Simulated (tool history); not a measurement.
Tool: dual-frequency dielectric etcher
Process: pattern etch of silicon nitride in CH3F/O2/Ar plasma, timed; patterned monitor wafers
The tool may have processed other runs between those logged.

run	hour	source power (W)	bias power (W)	etch time (s)	mean etch depth across the wafer (angstrom)
1	0	460	53	21.5	133.53
2	3.5	430	52	21.5	129.39
3	11.9	400	52	21.5	127.51
4	17.4	380	51	21.5	123.77
5	18.4	360	51	21.5	121.75
6	20.6	360	51	19.5	110.08
7	27.1	370	51	19.5	110.97

Forecast run 8:
8	35.4	380	51	19.5	?

For run 8 the tool returned mean etch depth across the wafer (angstrom) 112.3.
